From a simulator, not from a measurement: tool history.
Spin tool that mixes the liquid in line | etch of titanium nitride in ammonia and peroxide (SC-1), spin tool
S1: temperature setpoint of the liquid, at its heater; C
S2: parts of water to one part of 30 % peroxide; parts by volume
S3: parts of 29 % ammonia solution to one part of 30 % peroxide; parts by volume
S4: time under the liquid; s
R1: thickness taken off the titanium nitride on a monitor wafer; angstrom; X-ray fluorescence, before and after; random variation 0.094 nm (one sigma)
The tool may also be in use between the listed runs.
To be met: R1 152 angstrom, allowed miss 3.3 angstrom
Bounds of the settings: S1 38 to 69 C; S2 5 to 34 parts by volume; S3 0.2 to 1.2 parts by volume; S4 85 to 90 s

run	day	S1	S2	S3	S4	R1
1	0	53	19	0.7	85	77.522
2	0.188	55	19	0.7	85	89.788
3	0.246	56.5	19	0.7	85	99.538
4	0.329	58	19	0.7	85	109.35
5	0.45	59	19	0.7	85	116.7
6	0.538	60	19	0.7	85	125.18
7	0.758	60.5	19	0.7	85	128.38
8	0.962	61	19	0.7	85	133.7
9	1.129	61.5	19	0.7	85	138.6
10	1.267	61.5	19	0.7	85	137.94
11	1.517	62	19	0.7	85	142.25
12	1.825	62.5	19	0.7	85	147.95

Which of these 4 next moves meets every target?
A	2.133	62.5	20.5	0.8	85	?
B	2.133	60.5	16	0.8	85	?
C	2.133	62	20	0.85	90	?
D	2.133	62	19	0.75	85	?

move	R1
A	143.94
B	144.64
C	151.18
D	143.65
A: further off than the last run
B: further off than the last run
C: meets every target
D: further off than the last run
Move C is the one to make.
